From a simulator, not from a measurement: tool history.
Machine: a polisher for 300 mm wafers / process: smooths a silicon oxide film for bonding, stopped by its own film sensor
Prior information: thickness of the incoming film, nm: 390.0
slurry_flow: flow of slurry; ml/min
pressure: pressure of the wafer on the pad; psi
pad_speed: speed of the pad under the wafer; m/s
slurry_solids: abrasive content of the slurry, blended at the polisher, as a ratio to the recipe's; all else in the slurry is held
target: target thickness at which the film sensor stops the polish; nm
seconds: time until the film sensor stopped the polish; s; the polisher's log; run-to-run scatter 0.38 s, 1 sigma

run    day  slurry_flow  pressure  pad_speed  slurry_solids  target  seconds
  1      0          130       1.8          1              1     364   45.008
  2  0.292          130       1.8          1            0.9     364     45.8
  3  0.392          130       1.9          1            0.9     364   44.768
  4  0.579          130       1.9        0.8            0.9     364   54.296
  5  0.783          130         2       0.84            0.9     364   49.962
  6  1.008          130         2       0.84            0.9     367   43.549
  7  1.142          140       2.5        0.9            0.9     367   34.639
  8  1.508          140       2.5       0.92            0.9     367   33.862
  9  1.708          140       2.5       0.94            0.9     367   32.703
 10  1.854          140       2.5       0.96            0.9     367   32.739
 11  2.204          140       2.5       0.98            0.9     367   32.295

Predict the results of run 12:
 12  2.55          150       2.8          1            0.9     367        ?

seconds: 27.777 s

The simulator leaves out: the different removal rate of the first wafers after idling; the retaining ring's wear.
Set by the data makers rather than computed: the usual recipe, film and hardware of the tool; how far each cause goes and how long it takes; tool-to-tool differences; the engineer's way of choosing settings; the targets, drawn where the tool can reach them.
